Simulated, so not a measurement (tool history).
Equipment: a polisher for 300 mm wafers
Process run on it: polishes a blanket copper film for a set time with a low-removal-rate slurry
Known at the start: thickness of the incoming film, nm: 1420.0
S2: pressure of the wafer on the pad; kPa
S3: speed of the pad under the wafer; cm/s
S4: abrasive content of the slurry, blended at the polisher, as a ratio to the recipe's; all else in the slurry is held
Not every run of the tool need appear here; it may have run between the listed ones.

run 1 hour=0.0 | flow_of_slurry_(ml/min)=285 S2=22.8 S3=94 S4=1.0 polishing_time_(s)=60 | film_removed_(Å)=1864.2
run 2 hour=1.2 | flow_of_slurry_(ml/min)=290 S2=24.8 S3=94 S4=1.0 polishing_time_(s)=60 | film_removed_(Å)=2021.3
run 3 hour=4.1 | flow_of_slurry_(ml/min)=290 S2=26.2 S3=94 S4=1.0 polishing_time_(s)=60 | film_removed_(Å)=2127.4
run 4 hour=4.9 | flow_of_slurry_(ml/min)=245 S2=26.2 S3=94 S4=1.0 polishing_time_(s)=60 | film_removed_(Å)=2107.0
run 5 hour=10.5 | flow_of_slurry_(ml/min)=250 S2=27.6 S3=94 S4=1.0 polishing_time_(s)=60 | film_removed_(Å)=2211.9
run 6 hour=11.1 | flow_of_slurry_(ml/min)=250 S2=27.6 S3=94 S4=1.0 polishing_time_(s)=60 | film_removed_(Å)=2196.6
run 7 hour=16.8 | flow_of_slurry_(ml/min)=265 S2=28.3 S3=94 S4=1.0 polishing_time_(s)=60 | film_removed_(Å)=2234.7
run 8 hour=18.7 | flow_of_slurry_(ml/min)=265 S2=29.0 S3=94 S4=1.0 polishing_time_(s)=60 | film_removed_(Å)=2296.3
run 9 hour=21.6 | flow_of_slurry_(ml/min)=265 S2=29.6 S3=94 S4=1.0 polishing_time_(s)=60 | film_removed_(Å)=2404.9

Expected results for the next run?
run 10 hour=23.2 | flow_of_slurry_(ml/min)=270 S2=29.6 S3=94 S4=1.0 polishing_time_(s)=60 | film_removed_(Å)=?

Run 10 measured film removed (Å) 2425.2.
